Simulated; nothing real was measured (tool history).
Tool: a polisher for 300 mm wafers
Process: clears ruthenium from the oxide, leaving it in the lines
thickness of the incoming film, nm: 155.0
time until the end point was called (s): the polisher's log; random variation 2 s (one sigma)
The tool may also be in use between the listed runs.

| run | hour | flow of slurry (ml/min) | pressure of the wafer on the pad (psi) | speed of the pad under the wafer (m/s) | overpolish time after the end point (s) | time until the end point was called (s) |
|---|---|---|---|---|---|---|
| 1 | 0 | 220 | 2.1 | 0.88 | 5 | 129.45 |
| 2 | 3.3 | 220 | 2.3 | 0.88 | 5 | 117.63 |
| 3 | 10.3 | 220 | 2.1 | 0.88 | 5 | 129.53 |
| 4 | 15.6 | 220 | 1.9 | 0.88 | 5 | 141.7 |
| 5 | 18.8 | 220 | 2.2 | 0.88 | 5 | 124.65 |
| 6 | 27.7 | 220 | 2 | 0.88 | 5 | 132.64 |
| 7 | 34.7 | 220 | 1.8 | 0.88 | 5 | 151.68 |
| 8 | 38 | 220 | 1.7 | 0.88 | 5 | 156.45 |

The next listed run, before its measurement:
| 9 | 41.4 | 220 | 1.6 | 0.88 | 5 | ? |

Run 9 gave time until the end point was called (s) 166.21.

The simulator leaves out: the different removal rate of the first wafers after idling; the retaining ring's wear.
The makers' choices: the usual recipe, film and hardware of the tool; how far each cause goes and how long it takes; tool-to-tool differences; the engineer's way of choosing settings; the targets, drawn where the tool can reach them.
